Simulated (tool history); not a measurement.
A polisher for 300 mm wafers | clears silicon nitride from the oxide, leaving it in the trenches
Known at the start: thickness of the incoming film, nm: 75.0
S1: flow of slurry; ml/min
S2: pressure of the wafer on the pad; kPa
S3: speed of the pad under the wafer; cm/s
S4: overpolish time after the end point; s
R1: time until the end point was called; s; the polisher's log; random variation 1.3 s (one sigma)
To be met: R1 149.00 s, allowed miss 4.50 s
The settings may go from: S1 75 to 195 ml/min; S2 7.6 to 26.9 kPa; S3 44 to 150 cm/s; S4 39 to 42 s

{"run": 1, "hour": 0.0, "S1": 125, "S2": 17.2, "S3": 96, "S4": 39, "R1": 101.39}
{"run": 2, "hour": 8.8, "S1": 110, "S2": 17.2, "S3": 96, "S4": 39, "R1": 103.38}
{"run": 3, "hour": 16.2, "S1": 110, "S2": 15.9, "S3": 96, "S4": 39, "R1": 111.91}
{"run": 4, "hour": 20.3, "S1": 110, "S2": 15.9, "S3": 110, "S4": 39, "R1": 101.55}
{"run": 5, "hour": 23.2, "S1": 110, "S2": 15.9, "S3": 110, "S4": 39, "R1": 101.63}
{"run": 6, "hour": 31.1, "S1": 105, "S2": 14.5, "S3": 110, "S4": 39, "R1": 114.27}
{"run": 7, "hour": 38.9, "S1": 80, "S2": 10.3, "S3": 110, "S4": 39, "R1": 168.86}
{"run": 8, "hour": 40.7, "S1": 85, "S2": 10.3, "S3": 110, "S4": 39, "R1": 166.39}
{"run": 9, "hour": 44.3, "S1": 90, "S2": 10.3, "S3": 110, "S4": 39, "R1": 162.36}
{"run": 10, "hour": 53.2, "S1": 95, "S2": 10.3, "S3": 110, "S4": 39, "R1": 159.35}
{"run": 11, "hour": 60.4, "S1": 100, "S2": 10.3, "S3": 110, "S4": 39, "R1": 156.46}
{"run": 12, "hour": 68.2, "S1": 105, "S2": 10.3, "S3": 110, "S4": 39, "R1": 156.4}
{"run": 13, "hour": 76.1, "S1": 120, "S2": 11.0, "S3": 110, "S4": 39, "R1": 142.89}
{"run": 14, "hour": 81.9, "S1": 115, "S2": 11.0, "S3": 110, "S4": 39, "R1": 141.82}

4 next moves are on the table. One of them brings every result within its allowed miss. Which?
{"run": "A", "hour": 87.7, "S1": 95, "S2": 11.7, "S3": 130, "S4": 42, "R1": "?"}
{"run": "B", "hour": 87.7, "S1": 110, "S2": 9.7, "S3": 124, "S4": 39, "R1": "?"}
{"run": "C", "hour": 87.7, "S1": 110, "S2": 11.0, "S3": 116, "S4": 39, "R1": "?"}
{"run": "D", "hour": 87.7, "S1": 85, "S2": 11.7, "S3": 120, "S4": 41, "R1": "?"}

move=A R1=126.70
move=B R1=151.76
move=C R1=140.71
move=D R1=139.81
A: further off than the last run
B: meets every target
C: further off than the last run
D: further off than the last run
Move B is the one to make.

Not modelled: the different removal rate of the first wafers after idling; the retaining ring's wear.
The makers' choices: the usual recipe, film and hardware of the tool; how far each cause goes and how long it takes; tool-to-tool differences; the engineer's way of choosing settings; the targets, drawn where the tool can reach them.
